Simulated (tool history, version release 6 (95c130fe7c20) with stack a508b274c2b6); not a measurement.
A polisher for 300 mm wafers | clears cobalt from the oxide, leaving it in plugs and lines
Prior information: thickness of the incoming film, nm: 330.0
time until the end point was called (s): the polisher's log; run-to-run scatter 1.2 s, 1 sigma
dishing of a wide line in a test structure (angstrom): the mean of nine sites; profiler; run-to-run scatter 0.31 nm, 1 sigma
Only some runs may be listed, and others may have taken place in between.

run,day,flow of slurry (ml/min),pressure of the wafer on the pad (kPa),speed of the pad under the wafer (m/s),overpolish time after the end point (s),time until the end point was called (s),dishing of a wide line in a test structure (angstrom)
1,0,185,11.7,0.84,20,107.41,345.69
2,0.254,185,13.8,0.84,20,93.012,382.8
3,0.425,185,12.4,0.84,20,104.81,357.25
4,0.629,185,12.4,0.84,15,103.53,301.99
5,0.75,185,14.5,0.84,15,89.921,327.69
6,0.85,185,14.5,0.84,12,89.836,286.36
7,1.004,185,14.5,0.84,11,90.491,271.68

Expected results for the next run?
8,1.375,185,14.5,0.84,10,?,?

Run 8 yielded time until the end point was called (s) 89.154, dishing of a wide line in a test structure (angstrom) 262.01.
